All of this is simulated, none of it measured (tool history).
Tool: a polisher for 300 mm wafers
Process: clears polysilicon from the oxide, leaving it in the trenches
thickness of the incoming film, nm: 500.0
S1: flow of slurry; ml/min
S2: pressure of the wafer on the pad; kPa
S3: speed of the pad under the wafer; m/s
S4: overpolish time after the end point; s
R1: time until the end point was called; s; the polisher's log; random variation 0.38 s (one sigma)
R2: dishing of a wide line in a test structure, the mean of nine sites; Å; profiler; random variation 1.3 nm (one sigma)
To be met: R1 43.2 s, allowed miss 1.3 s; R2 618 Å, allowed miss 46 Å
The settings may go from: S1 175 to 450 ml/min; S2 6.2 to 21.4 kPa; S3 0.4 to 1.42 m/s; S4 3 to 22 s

run 1 hour=0 | S1=290 S2=13.8 S3=0.9 S4=11 | R1=58.382 R2=493.15
run 2 hour=8.5 | S1=355 S2=13.8 S3=0.9 S4=11 | R1=56.97 R2=493.87
run 3 hour=11.1 | S1=355 S2=15.2 S3=0.9 S4=12 | R1=51.662 R2=563.99
run 4 hour=14.8 | S1=355 S2=15.2 S3=1 S4=12 | R1=47.479 R2=577.64
run 5 hour=16.1 | S1=355 S2=12.4 S3=1 S4=12 | R1=57.869 R2=514.58
run 6 hour=23.1 | S1=355 S2=13.8 S3=1 S4=12 | R1=51.367 R2=555.06
run 7 hour=29.6 | S1=355 S2=14.5 S3=1 S4=12 | R1=50.682 R2=571.78
run 8 hour=31.2 | S1=355 S2=15.2 S3=1 S4=12 | R1=47.186 R2=575.2
run 9 hour=37.8 | S1=355 S2=15.9 S3=1 S4=12 | R1=45.673 R2=587.54

5 next moves are on the table. One of them brings every result within its allowed miss. Which?
run A hour=44.4 | S1=385 S2=15.2 S3=0.98 S4=14 | R1=? R2=?
run B hour=44.4 | S1=365 S2=15.9 S3=0.98 S4=9 | R1=? R2=?
run C hour=44.4 | S1=365 S2=16.5 S3=1.02 S4=13 | R1=? R2=?
run D hour=44.4 | S1=355 S2=14.5 S3=1.06 S4=9 | R1=? R2=?
run E hour=44.4 | S1=370 S2=15.2 S3=1.02 S4=9 | R1=? R2=?

move=A R1=48.106 R2=598.89
move=B R1=46.226 R2=505.85
move=C R1=42.752 R2=607.6
move=D R1=47.08 R2=501.21
move=E R1=46.492 R2=504.4
A: further off than the last run
B: further off than the last run
C: meets every target
D: further off than the last run
E: further off than the last run
Move C is the one to make.
